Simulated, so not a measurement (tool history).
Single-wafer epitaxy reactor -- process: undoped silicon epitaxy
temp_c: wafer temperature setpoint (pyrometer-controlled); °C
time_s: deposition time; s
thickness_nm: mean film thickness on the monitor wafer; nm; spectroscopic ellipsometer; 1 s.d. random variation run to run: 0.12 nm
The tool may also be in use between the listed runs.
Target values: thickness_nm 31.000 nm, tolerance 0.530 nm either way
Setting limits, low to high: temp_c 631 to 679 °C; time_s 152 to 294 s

| run | hour | temp_c | time_s | thickness_nm |
|---|---|---|---|---|
| 1 | 0.0 | 655 | 223 | 44.414 |
| 2 | 6.3 | 664 | 223 | 53.682 |
| 3 | 15.0 | 657 | 223 | 46.454 |
| 4 | 18.5 | 652 | 223 | 42.059 |
| 5 | 21.6 | 652 | 242 | 45.508 |
| 6 | 24.3 | 661 | 242 | 54.437 |
| 7 | 28.6 | 653 | 241 | 46.306 |
| 8 | 31.0 | 647 | 241 | 40.798 |
| 9 | 36.1 | 643 | 241 | 37.270 |
| 10 | 39.9 | 641 | 241 | 36.039 |
| 11 | 43.8 | 639 | 241 | 34.391 |
| 12 | 44.5 | 638 | 241 | 33.802 |
| 13 | 48.2 | 637 | 241 | 33.091 |

Exactly one of the 5 candidate moves below puts every result within its allowed miss. Which one?
| A | 51.9 | 640 | 222 | ? |
| B | 51.9 | 634 | 239 | ? |
| C | 51.9 | 635 | 248 | ? |
| D | 51.9 | 640 | 205 | ? |
| E | 51.9 | 635 | 224 | ? |

| move | thickness_nm |
|---|---|
| A | 32.643 |
| B | 30.982 |
| C | 32.835 |
| D | 30.143 |
| E | 29.657 |
A: an improvement on the last run, though not all results are within tolerance
B: all results in spec
C: an improvement on the last run, though not all results are within tolerance
D: moves the result that the last run missed by most past its target, out the other side
E: moves the result that the last run missed by most past its target, out the other side
Correct choice: B, which meets every target
